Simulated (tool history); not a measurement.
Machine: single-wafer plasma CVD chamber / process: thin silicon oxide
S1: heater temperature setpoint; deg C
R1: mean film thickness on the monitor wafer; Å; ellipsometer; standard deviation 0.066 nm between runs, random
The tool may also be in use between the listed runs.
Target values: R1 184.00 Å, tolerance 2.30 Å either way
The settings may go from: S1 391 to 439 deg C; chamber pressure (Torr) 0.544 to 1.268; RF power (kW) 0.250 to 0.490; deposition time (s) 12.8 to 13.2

run 1 hour=0.0 | S1=415 chamber_pressure_(Torr)=0.906 RF_power_(kW)=0.370 deposition_time_(s)=12.8 | R1=264.64
run 2 hour=8.5 | S1=415 chamber_pressure_(Torr)=0.906 RF_power_(kW)=0.370 deposition_time_(s)=12.8 | R1=265.38
run 3 hour=14.5 | S1=415 chamber_pressure_(Torr)=0.906 RF_power_(kW)=0.370 deposition_time_(s)=13.2 | R1=273.26
run 4 hour=16.3 | S1=415 chamber_pressure_(Torr)=1.024 RF_power_(kW)=0.370 deposition_time_(s)=13.2 | R1=302.41
run 5 hour=24.3 | S1=415 chamber_pressure_(Torr)=1.024 RF_power_(kW)=0.370 deposition_time_(s)=12.8 | R1=292.07
run 6 hour=31.2 | S1=415 chamber_pressure_(Torr)=1.024 RF_power_(kW)=0.370 deposition_time_(s)=13.2 | R1=304.40
run 7 hour=35.6 | S1=415 chamber_pressure_(Torr)=0.897 RF_power_(kW)=0.350 deposition_time_(s)=13.2 | R1=265.58
run 8 hour=37.5 | S1=415 chamber_pressure_(Torr)=0.897 RF_power_(kW)=0.350 deposition_time_(s)=13.2 | R1=265.96
run 9 hour=43.8 | S1=415 chamber_pressure_(Torr)=0.716 RF_power_(kW)=0.300 deposition_time_(s)=13.1 | R1=194.30
run 10 hour=50.3 | S1=415 chamber_pressure_(Torr)=0.702 RF_power_(kW)=0.300 deposition_time_(s)=13.1 | R1=188.79
run 11 hour=52.5 | S1=415 chamber_pressure_(Torr)=0.696 RF_power_(kW)=0.300 deposition_time_(s)=13.1 | R1=187.37

Exactly one of the 5 candidate moves below puts every result within its allowed miss. Which one?
run A hour=54.7 | S1=420 chamber_pressure_(Torr)=0.699 RF_power_(kW)=0.270 deposition_time_(s)=13.1 | R1=?
run B hour=54.7 | S1=414 chamber_pressure_(Torr)=0.709 RF_power_(kW)=0.295 deposition_time_(s)=13.2 | R1=?
run C hour=54.7 | S1=414 chamber_pressure_(Torr)=0.668 RF_power_(kW)=0.325 deposition_time_(s)=13.2 | R1=?
run D hour=54.7 | S1=416 chamber_pressure_(Torr)=0.710 RF_power_(kW)=0.295 deposition_time_(s)=13.1 | R1=?
run E hour=54.7 | S1=412 chamber_pressure_(Torr)=0.731 RF_power_(kW)=0.285 deposition_time_(s)=12.8 | R1=?

move=A R1=179.85
move=B R1=191.90
move=C R1=184.27
move=D R1=190.56
move=E R1=190.85
A: takes the biggest miss from the last run beyond its target
B: further off than the last run
C: all results land within tolerance of their targets
D: further off than the last run
E: further off than the last run
The move that meets every target is C.

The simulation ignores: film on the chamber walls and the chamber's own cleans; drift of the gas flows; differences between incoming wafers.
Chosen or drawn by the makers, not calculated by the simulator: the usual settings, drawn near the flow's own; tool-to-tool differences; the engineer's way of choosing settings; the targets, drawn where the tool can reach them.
